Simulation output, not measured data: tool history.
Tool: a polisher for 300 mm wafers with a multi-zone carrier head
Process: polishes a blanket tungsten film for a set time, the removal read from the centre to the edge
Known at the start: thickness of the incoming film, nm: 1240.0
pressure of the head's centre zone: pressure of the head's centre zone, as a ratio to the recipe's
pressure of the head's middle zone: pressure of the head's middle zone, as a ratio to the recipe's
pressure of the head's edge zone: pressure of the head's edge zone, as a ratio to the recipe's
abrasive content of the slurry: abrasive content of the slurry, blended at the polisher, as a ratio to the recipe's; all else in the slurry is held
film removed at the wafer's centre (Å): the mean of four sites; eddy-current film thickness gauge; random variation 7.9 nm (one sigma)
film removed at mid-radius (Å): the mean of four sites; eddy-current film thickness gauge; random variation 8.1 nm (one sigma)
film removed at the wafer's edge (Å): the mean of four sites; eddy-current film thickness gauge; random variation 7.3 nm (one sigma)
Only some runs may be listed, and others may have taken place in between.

| run | hour | flow of slurry (ml/min) | pressure of the head's centre zone | pressure of the head's middle zone | pressure of the head's edge zone | abrasive content of the slurry | polishing time (s) | film removed at the wafer's centre (Å) | film removed at mid-radius (Å) | film removed at the wafer's edge (Å) |
|---|---|---|---|---|---|---|---|---|---|---|
| 1 | 0.0 | 265 | 1.00 | 1.00 | 1.00 | 1.00 | 58 | 5295.9 | 5405.4 | 5297.7 |
| 2 | 4.0 | 270 | 1.01 | 1.02 | 1.02 | 1.05 | 58 | 5572.4 | 5466.1 | 5445.8 |
| 3 | 8.9 | 270 | 1.01 | 1.02 | 1.02 | 1.05 | 71 | 6712.8 | 6683.5 | 6727.9 |
| 4 | 16.2 | 270 | 1.09 | 1.02 | 1.02 | 1.05 | 71 | 7175.7 | 6721.5 | 6709.8 |
| 5 | 23.2 | 270 | 1.09 | 1.02 | 1.05 | 1.05 | 71 | 7001.6 | 6595.9 | 6815.7 |
| 6 | 31.2 | 270 | 1.03 | 1.02 | 1.05 | 1.05 | 71 | 6789.8 | 6625.1 | 6908.0 |

Estimate the outcome of run 7 from the log above:
| 7 | 39.7 | 265 | 1.03 | 1.02 | 1.03 | 1.00 | 71 | ? | ? | ? |

{"run 7": {"film removed at the wafer's centre (Å)": 6629.0, "film removed at mid-radius (Å)": 6499.8, "film removed at the wafer's edge (Å)": 6490.7}}
